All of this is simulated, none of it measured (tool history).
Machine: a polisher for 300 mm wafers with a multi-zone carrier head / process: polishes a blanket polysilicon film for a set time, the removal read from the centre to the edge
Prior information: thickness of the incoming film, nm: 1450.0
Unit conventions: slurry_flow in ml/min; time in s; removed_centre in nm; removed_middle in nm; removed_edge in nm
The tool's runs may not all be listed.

Run 1, day 0: slurry_flow 145 ml/min, centre_zone 1, middle_zone 1, edge_zone 1, time 81 s. Result: removed_centre 377.08 nm, removed_middle 366.43 nm, removed_edge 374.02 nm.
Run 2, day 0.362: slurry_flow 130 ml/min, centre_zone 1, middle_zone 1, edge_zone 1, time 81 s. Result: removed_centre 367.59 nm, removed_middle 356.66 nm, removed_edge 376.81 nm.
Run 3, day 0.492: slurry_flow 130 ml/min, centre_zone 1, middle_zone 0.93, edge_zone 1, time 81 s. Result: removed_centre 363.77 nm, removed_middle 338.79 nm, removed_edge 361.61 nm.
Run 4, day 0.621: slurry_flow 130 ml/min, centre_zone 1.08, middle_zone 0.93, edge_zone 1, time 81 s. Result: removed_centre 379.85 nm, removed_middle 336.65 nm, removed_edge 367.98 nm.
Run 5, day 0.688: slurry_flow 130 ml/min, centre_zone 1.08, middle_zone 0.89, edge_zone 1, time 81 s. Result: removed_centre 377.92 nm, removed_middle 322.22 nm, removed_edge 368.18 nm.
Run 6, day 0.85: slurry_flow 130 ml/min, centre_zone 1.04, middle_zone 0.89, edge_zone 0.95, time 79 s. Result: removed_centre 363.97 nm, removed_middle 313.9 nm, removed_edge 345.26 nm.
Run 7, day 0.996: slurry_flow 125 ml/min, centre_zone 0.99, middle_zone 0.89, edge_zone 0.92, time 78 s. Result: removed_centre 347.07 nm, removed_middle 309.55 nm, removed_edge 342.84 nm.
Run 8, day 1.092: slurry_flow 135 ml/min, centre_zone 0.97, middle_zone 0.9, edge_zone 0.89, time 74 s. Result: removed_centre 333.17 nm, removed_middle 298.19 nm, removed_edge 313.3 nm.

For run 9, what comes out?
Run 9, day 1.471: slurry_flow 130 ml/min, centre_zone 0.95, middle_zone 0.91, edge_zone 0.87, time 73 s. Result: removed_centre ?, removed_middle ?, removed_edge ?.

{"run 9": {"removed_centre": 317.14, "removed_middle": 295.66, "removed_edge": 302.02}}
